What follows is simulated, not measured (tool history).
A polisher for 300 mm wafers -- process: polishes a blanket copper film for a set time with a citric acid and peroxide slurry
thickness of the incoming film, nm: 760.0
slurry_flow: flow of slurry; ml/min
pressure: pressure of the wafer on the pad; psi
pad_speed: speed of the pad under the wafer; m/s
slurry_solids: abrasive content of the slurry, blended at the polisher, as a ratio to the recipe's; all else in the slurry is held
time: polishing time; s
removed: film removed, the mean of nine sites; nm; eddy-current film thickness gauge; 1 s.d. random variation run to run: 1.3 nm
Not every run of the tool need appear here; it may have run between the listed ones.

{"run": 1, "day": 0.0, "slurry_flow": 185, "pressure": 2.5, "pad_speed": 1.14, "slurry_solids": 1.0, "time": 92, "removed": 176.52}
{"run": 2, "day": 0.042, "slurry_flow": 185, "pressure": 2.1, "pad_speed": 1.12, "slurry_solids": 1.0, "time": 92, "removed": 148.24}
{"run": 3, "day": 0.067, "slurry_flow": 185, "pressure": 2.1, "pad_speed": 1.12, "slurry_solids": 1.0, "time": 92, "removed": 150.14}
{"run": 4, "day": 0.192, "slurry_flow": 185, "pressure": 2.7, "pad_speed": 1.12, "slurry_solids": 1.0, "time": 92, "removed": 189.19}
{"run": 5, "day": 0.533, "slurry_flow": 185, "pressure": 2.7, "pad_speed": 1.12, "slurry_solids": 0.9, "time": 92, "removed": 183.44}
{"run": 6, "day": 0.875, "slurry_flow": 185, "pressure": 2.7, "pad_speed": 1.12, "slurry_solids": 0.8, "time": 92, "removed": 173.64}
{"run": 7, "day": 1.067, "slurry_flow": 185, "pressure": 2.3, "pad_speed": 1.1, "slurry_solids": 0.8, "time": 92, "removed": 146.25}
{"run": 8, "day": 1.121, "slurry_flow": 185, "pressure": 2.1, "pad_speed": 1.1, "slurry_solids": 0.8, "time": 92, "removed": 138.83}

The next listed run, before its measurement:
{"run": 9, "day": 1.3, "slurry_flow": 185, "pressure": 1.9, "pad_speed": 1.1, "slurry_solids": 0.8, "time": 92, "removed": "?"}

Logged for run 9: removed 126.68 nm.
